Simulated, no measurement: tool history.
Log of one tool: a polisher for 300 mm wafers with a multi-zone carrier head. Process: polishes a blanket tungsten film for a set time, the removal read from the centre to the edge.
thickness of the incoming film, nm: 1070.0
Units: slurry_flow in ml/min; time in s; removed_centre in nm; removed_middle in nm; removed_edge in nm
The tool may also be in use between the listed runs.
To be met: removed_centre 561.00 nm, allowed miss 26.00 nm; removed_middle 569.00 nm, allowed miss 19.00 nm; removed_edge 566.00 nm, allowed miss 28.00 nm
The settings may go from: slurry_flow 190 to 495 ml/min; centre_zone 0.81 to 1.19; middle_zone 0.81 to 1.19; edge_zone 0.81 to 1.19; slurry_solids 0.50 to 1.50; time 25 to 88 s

run 1 hour=0.0 | slurry_flow=320 centre_zone=1.00 middle_zone=1.00 edge_zone=1.00 slurry_solids=1.00 time=56 | removed_centre=371.03 removed_middle=398.02 removed_edge=392.95
run 2 hour=4.6 | slurry_flow=320 centre_zone=1.00 middle_zone=1.00 edge_zone=1.00 slurry_solids=1.00 time=68 | removed_centre=458.99 removed_middle=478.81 removed_edge=493.10
run 3 hour=11.5 | slurry_flow=320 centre_zone=1.02 middle_zone=1.02 edge_zone=1.01 slurry_solids=1.05 time=68 | removed_centre=465.51 removed_middle=488.27 removed_edge=498.08
run 4 hour=20.1 | slurry_flow=320 centre_zone=1.04 middle_zone=1.03 edge_zone=1.01 slurry_solids=1.10 time=69 | removed_centre=490.52 removed_middle=504.53 removed_edge=516.75
run 5 hour=28.5 | slurry_flow=385 centre_zone=1.04 middle_zone=1.03 edge_zone=1.01 slurry_solids=1.10 time=69 | removed_centre=499.91 removed_middle=518.69 removed_edge=524.71
-- hour=29.6 centre zone pressure recalibrated
run 6 hour=29.6 | slurry_flow=320 centre_zone=1.04 middle_zone=1.03 edge_zone=1.01 slurry_solids=1.10 time=69 | removed_centre=533.92 removed_middle=510.17 removed_edge=508.21
run 7 hour=38.0 | slurry_flow=380 centre_zone=1.08 middle_zone=1.08 edge_zone=1.08 slurry_solids=1.30 time=70 | removed_centre=597.46 removed_middle=585.08 removed_edge=571.86
run 8 hour=43.8 | slurry_flow=380 centre_zone=1.07 middle_zone=1.08 edge_zone=1.08 slurry_solids=1.30 time=70 | removed_centre=605.68 removed_middle=588.13 removed_edge=585.02
run 9 hour=48.6 | slurry_flow=380 centre_zone=1.06 middle_zone=1.08 edge_zone=1.07 slurry_solids=1.30 time=70 | removed_centre=580.42 removed_middle=589.69 removed_edge=573.69

Which of these 5 next moves meets every target?
run A hour=53.4 | slurry_flow=490 centre_zone=1.10 middle_zone=1.14 edge_zone=1.05 slurry_solids=1.35 time=63 | removed_centre=? removed_middle=? removed_edge=?
run B hour=53.4 | slurry_flow=440 centre_zone=1.00 middle_zone=1.13 edge_zone=1.01 slurry_solids=1.35 time=70 | removed_centre=? removed_middle=? removed_edge=?
run C hour=53.4 | slurry_flow=360 centre_zone=1.03 middle_zone=1.04 edge_zone=1.04 slurry_solids=1.20 time=72 | removed_centre=? removed_middle=? removed_edge=?
run D hour=53.4 | slurry_flow=460 centre_zone=0.91 middle_zone=1.05 edge_zone=1.07 slurry_solids=1.40 time=67 | removed_centre=? removed_middle=? removed_edge=?
run E hour=53.4 | slurry_flow=495 centre_zone=0.93 middle_zone=1.05 edge_zone=0.90 slurry_solids=1.45 time=66 | removed_centre=? removed_middle=? removed_edge=?

move=A removed_centre=571.15 removed_middle=578.38 removed_edge=523.54
move=B removed_centre=572.05 removed_middle=633.69 removed_edge=567.71
move=C removed_centre=572.71 removed_middle=574.76 removed_edge=563.52
move=D removed_centre=505.18 removed_middle=578.36 removed_edge=567.61
move=E removed_centre=517.09 removed_middle=578.99 removed_edge=522.47
A: brings the result that was furthest off to its target, and leaves another outside
B: further off than the last run
C: meets every target
D: brings the result that was furthest off to its target, and leaves another outside
E: brings the result that was furthest off to its target, and leaves another outside
The right move is C.
